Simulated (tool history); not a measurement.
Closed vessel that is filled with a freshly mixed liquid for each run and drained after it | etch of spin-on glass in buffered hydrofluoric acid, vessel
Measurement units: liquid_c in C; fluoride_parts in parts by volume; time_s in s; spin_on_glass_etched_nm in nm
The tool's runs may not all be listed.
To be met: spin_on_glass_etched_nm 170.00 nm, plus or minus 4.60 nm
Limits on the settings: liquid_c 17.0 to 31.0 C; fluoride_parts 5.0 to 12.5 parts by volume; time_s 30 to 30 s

Run 1, hour 0.0: liquid_c 23.0 C, fluoride_parts 7.5 parts by volume, time_s 30 s. Result: spin_on_glass_etched_nm 111.21 nm.
Run 2, hour 7.7: liquid_c 25.0 C, fluoride_parts 7.5 parts by volume, time_s 30 s. Result: spin_on_glass_etched_nm 125.33 nm.
Run 3, hour 14.9: liquid_c 26.5 C, fluoride_parts 7.5 parts by volume, time_s 30 s. Result: spin_on_glass_etched_nm 132.17 nm.
Run 4, hour 19.0: liquid_c 23.5 C, fluoride_parts 7.5 parts by volume, time_s 30 s. Result: spin_on_glass_etched_nm 115.61 nm.
Run 5, hour 21.9: liquid_c 23.5 C, fluoride_parts 8.5 parts by volume, time_s 30 s. Result: spin_on_glass_etched_nm 99.60 nm.
Run 6, hour 23.1: liquid_c 25.5 C, fluoride_parts 8.0 parts by volume, time_s 30 s. Result: spin_on_glass_etched_nm 119.01 nm.
Run 7, hour 29.4: liquid_c 27.0 C, fluoride_parts 8.0 parts by volume, time_s 30 s. Result: spin_on_glass_etched_nm 129.32 nm.
Run 8, hour 37.4: liquid_c 28.0 C, fluoride_parts 8.0 parts by volume, time_s 30 s. Result: spin_on_glass_etched_nm 137.30 nm.
At hour 42.9: thermometer replaced.
Run 9, hour 42.9: liquid_c 29.0 C, fluoride_parts 8.0 parts by volume, time_s 30 s. Result: spin_on_glass_etched_nm 150.82 nm.

Consider the 4 candidate settings below. Which is the only one whose results all fall within their allowed miss of target?
Run A, hour 48.4: liquid_c 28.5 C, fluoride_parts 7.5 parts by volume, time_s 30 s. Result: spin_on_glass_etched_nm ?.
Run B, hour 48.4: liquid_c 29.5 C, fluoride_parts 9.5 parts by volume, time_s 30 s. Result: spin_on_glass_etched_nm ?.
Run C, hour 48.4: liquid_c 27.0 C, fluoride_parts 6.5 parts by volume, time_s 30 s. Result: spin_on_glass_etched_nm ?.
Run D, hour 48.4: liquid_c 29.5 C, fluoride_parts 9.0 parts by volume, time_s 30 s. Result: spin_on_glass_etched_nm ?.

move  spin_on_glass_etched_nm
   A                   159.79
   B                   133.66
   C                   169.49
   D                   138.27
A: closer than the last run, but not yet in spec
B: misses by more than the last run did
C: all results in spec
D: misses by more than the last run did
The right move is C.
